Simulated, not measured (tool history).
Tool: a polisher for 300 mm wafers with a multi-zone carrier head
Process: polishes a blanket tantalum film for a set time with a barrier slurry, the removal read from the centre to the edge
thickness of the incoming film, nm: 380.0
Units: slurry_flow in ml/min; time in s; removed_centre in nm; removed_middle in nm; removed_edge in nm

Run 1, day 0.000: slurry_flow 285 ml/min, centre_zone 1.00, middle_zone 1.00, edge_zone 1.00, slurry_solids 1.00, time 42 s. Result: removed_centre 45.681 nm, removed_middle 45.636 nm, removed_edge 45.789 nm.
Run 2, day 0.050: slurry_flow 285 ml/min, centre_zone 1.00, middle_zone 0.92, edge_zone 1.00, slurry_solids 1.00, time 42 s. Result: removed_centre 44.904 nm, removed_middle 43.235 nm, removed_edge 46.423 nm.
Run 3, day 0.379: slurry_flow 285 ml/min, centre_zone 1.00, middle_zone 0.92, edge_zone 0.94, slurry_solids 1.00, time 42 s. Result: removed_centre 45.670 nm, removed_middle 43.836 nm, removed_edge 44.834 nm.
Run 4, day 0.571: slurry_flow 245 ml/min, centre_zone 1.00, middle_zone 0.92, edge_zone 0.94, slurry_solids 1.00, time 42 s. Result: removed_centre 44.375 nm, removed_middle 42.834 nm, removed_edge 44.481 nm.
Run 5, day 0.604: slurry_flow 235 ml/min, centre_zone 0.96, middle_zone 0.91, edge_zone 0.93, slurry_solids 0.90, time 42 s. Result: removed_centre 41.237 nm, removed_middle 41.116 nm, removed_edge 42.544 nm.
Run 6, day 0.954: slurry_flow 225 ml/min, centre_zone 0.92, middle_zone 0.91, edge_zone 0.94, slurry_solids 0.85, time 42 s. Result: removed_centre 38.369 nm, removed_middle 39.351 nm, removed_edge 41.425 nm.
Run 7, day 1.108: slurry_flow 215 ml/min, centre_zone 0.89, middle_zone 0.92, edge_zone 0.95, slurry_solids 0.80, time 42 s. Result: removed_centre 37.138 nm, removed_middle 37.618 nm, removed_edge 40.848 nm.
Run 8, day 1.375: slurry_flow 295 ml/min, centre_zone 0.81, middle_zone 1.02, edge_zone 1.05, slurry_solids 0.60, time 37 s. Result: removed_centre 26.496 nm, removed_middle 34.093 nm, removed_edge 34.687 nm.
Run 9, day 1.400: slurry_flow 300 ml/min, centre_zone 0.83, middle_zone 1.02, edge_zone 1.07, slurry_solids 0.60, time 37 s. Result: removed_centre 28.123 nm, removed_middle 34.587 nm, removed_edge 34.761 nm.
Run 10, day 1.654: slurry_flow 300 ml/min, centre_zone 0.83, middle_zone 1.02, edge_zone 1.09, slurry_solids 0.65, time 37 s. Result: removed_centre 28.500 nm, removed_middle 35.941 nm, removed_edge 36.721 nm.
Run 11, day 1.879: slurry_flow 300 ml/min, centre_zone 0.84, middle_zone 1.02, edge_zone 1.10, slurry_solids 0.65, time 37 s. Result: removed_centre 28.685 nm, removed_middle 35.457 nm, removed_edge 36.753 nm.
Run 12, day 2.083: slurry_flow 305 ml/min, centre_zone 0.85, middle_zone 1.02, edge_zone 1.10, slurry_solids 0.65, time 37 s. Result: removed_centre 29.534 nm, removed_middle 35.024 nm, removed_edge 36.859 nm.
Run 13, day 2.171: slurry_flow 335 ml/min, centre_zone 0.88, middle_zone 1.05, edge_zone 1.12, slurry_solids 0.70, time 37 s. Result: removed_centre 31.740 nm, removed_middle 37.466 nm, removed_edge 38.210 nm.
Run 14, day 2.392: slurry_flow 335 ml/min, centre_zone 0.88, middle_zone 1.05, edge_zone 1.12, slurry_solids 0.70, time 37 s. Result: removed_centre 31.536 nm, removed_middle 37.653 nm, removed_edge 38.587 nm.

Run 15 comes next. What will it give?
Run 15, day 2.608: slurry_flow 330 ml/min, centre_zone 0.88, middle_zone 1.04, edge_zone 1.11, slurry_solids 0.70, time 37 s. Result: removed_centre ?, removed_middle ?, removed_edge ?.

removed_centre: 31.944 nm
removed_middle: 38.179 nm
removed_edge: 38.022 nm
